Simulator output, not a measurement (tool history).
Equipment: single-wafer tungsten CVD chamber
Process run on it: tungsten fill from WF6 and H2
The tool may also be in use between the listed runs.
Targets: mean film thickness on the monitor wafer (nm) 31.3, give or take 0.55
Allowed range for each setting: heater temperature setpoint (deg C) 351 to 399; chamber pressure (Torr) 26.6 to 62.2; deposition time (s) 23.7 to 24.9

run	hour	heater temperature setpoint (deg C)	chamber pressure (Torr)	deposition time (s)	mean film thickness on the monitor wafer (nm)
1	0	375	44.4	24.9	47.656
2	1	368	44.2	24.9	41.768
3	9.6	363	44	24.9	38.156
4	17.6	363	48.8	24.9	40.876
5	18.4	359	47.6	24.9	36.904
6	24	366	47.6	24.9	42.318
7	29.7	361	47	24.9	38.521
8	33.6	358	46.2	24.9	35.626
9	38.8	356	46.1	24.9	34.28
# hour 44.4: thermocouple changed; heater temperature recalibrated
10	44.4	354	46.1	24.9	36.928
11	49.3	353	39.6	24.5	32.032

Of the 4 settings listed for the next run, only one would bring every result within its allowed miss of target. Which one?
A	54.2	357	35.6	24.6	?
B	54.2	357	33.3	23.7	?
C	54.2	354	39.3	24.6	?
D	54.2	351	42.6	23.7	?

move	mean film thickness on the monitor wafer (nm)
A	32.287
B	29.618
C	32.624
D	31.248
A: lands further from the targets than the last run did
B: carries the result that was furthest off beyond its target, to the other side
C: lands further from the targets than the last run did
D: all results land within tolerance of their targets
The move that meets every target is D.

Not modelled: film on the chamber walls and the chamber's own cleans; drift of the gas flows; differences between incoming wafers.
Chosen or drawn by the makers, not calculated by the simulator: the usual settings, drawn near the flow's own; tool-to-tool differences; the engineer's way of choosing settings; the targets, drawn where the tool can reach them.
